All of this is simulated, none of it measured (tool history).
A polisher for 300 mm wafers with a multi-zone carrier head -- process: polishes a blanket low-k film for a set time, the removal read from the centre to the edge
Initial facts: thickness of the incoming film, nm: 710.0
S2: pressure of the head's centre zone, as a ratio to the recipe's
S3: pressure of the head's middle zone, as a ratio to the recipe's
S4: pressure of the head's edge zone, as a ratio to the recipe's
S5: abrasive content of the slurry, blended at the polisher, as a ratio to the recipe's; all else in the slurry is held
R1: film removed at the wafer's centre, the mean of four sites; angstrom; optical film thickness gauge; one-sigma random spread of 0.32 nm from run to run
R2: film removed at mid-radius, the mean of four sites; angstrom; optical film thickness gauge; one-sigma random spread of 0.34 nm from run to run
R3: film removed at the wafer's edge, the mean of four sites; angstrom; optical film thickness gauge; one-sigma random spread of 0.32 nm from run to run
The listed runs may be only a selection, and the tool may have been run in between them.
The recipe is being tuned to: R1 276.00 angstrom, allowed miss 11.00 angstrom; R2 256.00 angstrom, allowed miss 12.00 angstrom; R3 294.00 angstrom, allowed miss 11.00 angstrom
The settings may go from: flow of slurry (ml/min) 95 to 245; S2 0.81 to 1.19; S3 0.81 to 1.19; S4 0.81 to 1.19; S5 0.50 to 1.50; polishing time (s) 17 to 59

{"run": 1, "hour": 0.0, "flow of slurry (ml/min)": 155, "S2": 1.0, "S3": 1.0, "S4": 1.0, "S5": 1.0, "polishing time (s)": 38, "R1": 197.22, "R2": 201.74, "R3": 205.45}
{"run": 2, "hour": 8.8, "flow of slurry (ml/min)": 155, "S2": 1.0, "S3": 1.0, "S4": 1.06, "S5": 1.0, "polishing time (s)": 38, "R1": 200.61, "R2": 196.96, "R3": 212.17}
{"run": 3, "hour": 10.1, "flow of slurry (ml/min)": 155, "S2": 0.95, "S3": 1.0, "S4": 1.06, "S5": 1.0, "polishing time (s)": 38, "R1": 189.41, "R2": 202.09, "R3": 213.52}
{"run": 4, "hour": 12.5, "flow of slurry (ml/min)": 165, "S2": 0.97, "S3": 1.0, "S4": 1.09, "S5": 1.15, "polishing time (s)": 38, "R1": 210.1, "R2": 211.79, "R3": 230.35}
{"run": 5, "hour": 17.6, "flow of slurry (ml/min)": 170, "S2": 0.98, "S3": 1.0, "S4": 1.11, "S5": 1.25, "polishing time (s)": 39, "R1": 224.49, "R2": 231.32, "R3": 243.87}
{"run": 6, "hour": 25.4, "flow of slurry (ml/min)": 170, "S2": 0.91, "S3": 1.0, "S4": 1.11, "S5": 1.25, "polishing time (s)": 39, "R1": 206.52, "R2": 232.0, "R3": 245.38}
{"run": 7, "hour": 32.7, "flow of slurry (ml/min)": 175, "S2": 0.94, "S3": 0.98, "S4": 1.13, "S5": 1.35, "polishing time (s)": 40, "R1": 228.33, "R2": 235.27, "R3": 266.76}
{"run": 8, "hour": 36.3, "flow of slurry (ml/min)": 185, "S2": 0.96, "S3": 0.98, "S4": 1.14, "S5": 1.4, "polishing time (s)": 40, "R1": 240.03, "R2": 248.37, "R3": 271.59}
{"run": 9, "hour": 39.6, "flow of slurry (ml/min)": 190, "S2": 0.98, "S3": 0.97, "S4": 1.15, "S5": 1.45, "polishing time (s)": 40, "R1": 252.87, "R2": 250.78, "R3": 274.7}
{"run": 10, "hour": 47.9, "flow of slurry (ml/min)": 210, "S2": 0.99, "S3": 0.92, "S4": 1.19, "S5": 1.5, "polishing time (s)": 41, "R1": 269.35, "R2": 250.27, "R3": 294.53}

5 candidate next runs follow, results not yet known. Just one meets every target within its allowed miss. Identify it.
{"run": "A", "hour": 56.2, "flow of slurry (ml/min)": 230, "S2": 0.97, "S3": 0.82, "S4": 1.19, "S5": 1.5, "polishing time (s)": 42, "R1": "?", "R2": "?", "R3": "?"}
{"run": "B", "hour": 56.2, "flow of slurry (ml/min)": 210, "S2": 1.03, "S3": 0.89, "S4": 1.19, "S5": 1.35, "polishing time (s)": 42, "R1": "?", "R2": "?", "R3": "?"}
{"run": "C", "hour": 56.2, "flow of slurry (ml/min)": 230, "S2": 1.0, "S3": 0.92, "S4": 1.14, "S5": 1.5, "polishing time (s)": 42, "R1": "?", "R2": "?", "R3": "?"}
{"run": "D", "hour": 56.2, "flow of slurry (ml/min)": 195, "S2": 1.11, "S3": 0.86, "S4": 1.12, "S5": 1.5, "polishing time (s)": 42, "R1": "?", "R2": "?", "R3": "?"}
{"run": "E", "hour": 56.2, "flow of slurry (ml/min)": 245, "S2": 1.06, "S3": 0.91, "S4": 1.03, "S5": 1.5, "polishing time (s)": 43, "R1": "?", "R2": "?", "R3": "?"}

move=A R1=265.37 R2=235.76 R3=306.10
move=B R1=267.33 R2=239.83 R3=291.75
move=C R1=273.50 R2=259.21 R3=298.95
move=D R1=295.54 R2=239.95 R3=291.94
move=E R1=298.65 R2=264.87 R3=292.49
A: the furthest-off result lands on target, but another misses its tolerance
B: the furthest-off result lands on target, but another misses its tolerance
C: each result inside its tolerance
D: carries the result that was furthest off beyond its target, to the other side
E: carries the result that was furthest off beyond its target, to the other side
So the answer is move C, the one that meets all the targets.

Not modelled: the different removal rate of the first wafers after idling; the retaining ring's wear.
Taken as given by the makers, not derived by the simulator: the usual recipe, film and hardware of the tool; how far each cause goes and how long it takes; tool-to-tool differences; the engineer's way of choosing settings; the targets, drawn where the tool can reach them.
